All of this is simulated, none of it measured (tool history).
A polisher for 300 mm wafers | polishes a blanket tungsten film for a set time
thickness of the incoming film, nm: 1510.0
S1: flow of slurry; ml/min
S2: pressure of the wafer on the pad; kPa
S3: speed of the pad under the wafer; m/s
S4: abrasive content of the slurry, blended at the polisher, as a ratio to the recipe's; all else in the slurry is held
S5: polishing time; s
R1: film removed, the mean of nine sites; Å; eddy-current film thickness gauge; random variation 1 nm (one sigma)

run 1 hour=0 | S1=260 S2=17.2 S3=0.92 S4=1 S5=28 | R1=674.75
run 2 hour=7.2 | S1=260 S2=18.6 S3=0.92 S4=1 S5=28 | R1=726.23
run 3 hour=15.5 | S1=260 S2=18.6 S3=0.92 S4=1 S5=28 | R1=725.8
run 4 hour=18 | S1=260 S2=18.6 S3=0.76 S4=1 S5=28 | R1=621.19
run 5 hour=18.6 | S1=260 S2=18.6 S3=0.56 S4=1 S5=28 | R1=483.59
run 6 hour=21.2 | S1=260 S2=20 S3=0.6 S4=1 S5=28 | R1=552.43

The next listed run, before its measurement:
run 7 hour=26.5 | S1=265 S2=24.8 S3=0.74 S4=1 S5=28 | R1=?

{"run 7": {"R1": 810.25}}

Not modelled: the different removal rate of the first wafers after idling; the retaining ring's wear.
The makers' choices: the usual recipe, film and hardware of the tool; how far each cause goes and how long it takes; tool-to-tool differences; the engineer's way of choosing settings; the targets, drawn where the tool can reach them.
